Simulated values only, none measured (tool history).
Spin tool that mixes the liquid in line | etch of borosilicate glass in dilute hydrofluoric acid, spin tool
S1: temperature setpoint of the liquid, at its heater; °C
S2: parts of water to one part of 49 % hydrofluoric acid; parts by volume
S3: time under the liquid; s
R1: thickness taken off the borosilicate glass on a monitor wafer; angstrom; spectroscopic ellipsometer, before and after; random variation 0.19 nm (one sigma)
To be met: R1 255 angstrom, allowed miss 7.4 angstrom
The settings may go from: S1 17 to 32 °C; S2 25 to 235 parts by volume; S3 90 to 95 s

run,hour,S1,S2,S3,R1
1,0,24,130,90,142.41
2,7.5,20.5,130,90,123.38
3,9.1,22,125,90,137.83
4,13.1,24,125,90,149.07
5,22,26,125,90,163.02
6,29.3,26,170,90,112.12
7,31.4,27,160,90,126.09
8,33.8,27.5,150,90,138.52
9,39.7,28,140,90,152.42
10,41.6,28.5,135,90,160.63
11,46.3,32,85,90,315.18
12,54.5,31.5,85,90,312.33
13,60.4,31,85,90,306.44
14,65.3,30.5,85,90,296.62

Which of these 5 next moves meets every target?
A,70.2,30,90,90,?
B,70.2,31.5,95,90,?
C,70.2,28.5,85,90,?
D,70.2,31,105,95,?
E,70.2,29.5,95,95,?

move,R1
A,274.39
B,272.99
C,276.32
D,252.23
E,267.34
A: nearer than the last run, and not there yet
B: nearer than the last run, and not there yet
C: nearer than the last run, and not there yet
D: meets every target
E: nearer than the last run, and not there yet
Move D is the one to make.

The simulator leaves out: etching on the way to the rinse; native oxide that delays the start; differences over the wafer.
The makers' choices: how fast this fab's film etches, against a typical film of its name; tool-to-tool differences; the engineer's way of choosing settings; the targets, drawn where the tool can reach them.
